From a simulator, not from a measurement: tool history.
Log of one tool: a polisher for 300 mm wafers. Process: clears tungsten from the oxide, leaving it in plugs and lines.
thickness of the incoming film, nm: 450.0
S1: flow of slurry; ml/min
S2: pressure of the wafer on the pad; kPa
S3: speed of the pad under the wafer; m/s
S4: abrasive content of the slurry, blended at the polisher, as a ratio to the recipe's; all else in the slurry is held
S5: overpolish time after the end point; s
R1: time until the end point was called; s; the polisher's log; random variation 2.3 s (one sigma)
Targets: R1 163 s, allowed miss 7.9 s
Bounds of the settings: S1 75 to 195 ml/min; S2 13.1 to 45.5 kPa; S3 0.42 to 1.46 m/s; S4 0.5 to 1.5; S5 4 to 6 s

run	hour	S1	S2	S3	S4	S5	R1
1	0	125	29	0.94	1	6	98.73
2	1.9	125	25.5	0.94	1	6	111.63
3	7.8	125	24.1	0.94	1	6	117.12
4	14.9	125	22.8	0.94	1	6	123.21
5	20	125	22.1	0.94	1	6	128.03
6	28.6	125	22.1	0.94	0.9	6	130.85
7	33.7	125	21.4	0.94	0.9	6	132.72
8	35	125	20.7	0.94	0.9	6	138.22
9	38.4	125	20	0.94	0.9	6	142.68
# hour 42.3: slurry blender recalibrated
10	42.3	125	19.3	0.94	0.9	6	138.81
11	49.5	125	18.6	0.94	0.9	6	138.49
12	50.7	125	18.6	0.94	0.9	6	142.44
13	58.3	125	17.9	0.94	0.9	6	145.13
14	64.5	125	17.2	0.94	0.9	6	149.01

4 next moves are on the table. One of them brings every result within its allowed miss. Which?
A	70.7	105	17.9	1.16	0.7	6	?
B	70.7	135	17.9	0.74	0.75	5	?
C	70.7	120	15.9	0.94	0.95	6	?
D	70.7	120	15.9	0.98	1.2	6	?

move	R1
A	132.78
B	173.44
C	159.42
D	146.69
A: further off than the last run
B: takes the result that was furthest off past its target
C: meets every target
D: further off than the last run
Move C is the one to make.
